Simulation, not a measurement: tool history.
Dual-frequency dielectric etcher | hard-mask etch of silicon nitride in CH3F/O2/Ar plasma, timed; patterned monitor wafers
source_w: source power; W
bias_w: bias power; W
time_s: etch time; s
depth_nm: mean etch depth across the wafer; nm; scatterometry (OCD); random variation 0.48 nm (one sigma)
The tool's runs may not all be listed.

{"run": 1, "hour": 0.0, "source_w": 360, "bias_w": 100, "time_s": 159.5, "depth_nm": 123.89}
{"run": 2, "hour": 3.2, "source_w": 410, "bias_w": 100, "time_s": 159.5, "depth_nm": 130.47}
{"run": 3, "hour": 9.4, "source_w": 420, "bias_w": 100, "time_s": 159.5, "depth_nm": 131.55}
{"run": 4, "hour": 11.6, "source_w": 430, "bias_w": 100, "time_s": 159.5, "depth_nm": 133.17}
{"run": 5, "hour": 18.3, "source_w": 430, "bias_w": 93, "time_s": 159.5, "depth_nm": 129.76}
{"run": 6, "hour": 27.1, "source_w": 430, "bias_w": 81, "time_s": 159.5, "depth_nm": 126.42}
{"hour": 29.3, "done": "wet clean of the chamber"}
{"run": 7, "hour": 29.3, "source_w": 440, "bias_w": 84, "time_s": 159.5, "depth_nm": 133.78}

For run 8, what comes out?
{"run": 8, "hour": 32.6, "source_w": 480, "bias_w": 84, "time_s": 159.5, "depth_nm": "?"}

Run 8 yielded depth_nm 138.18 nm.
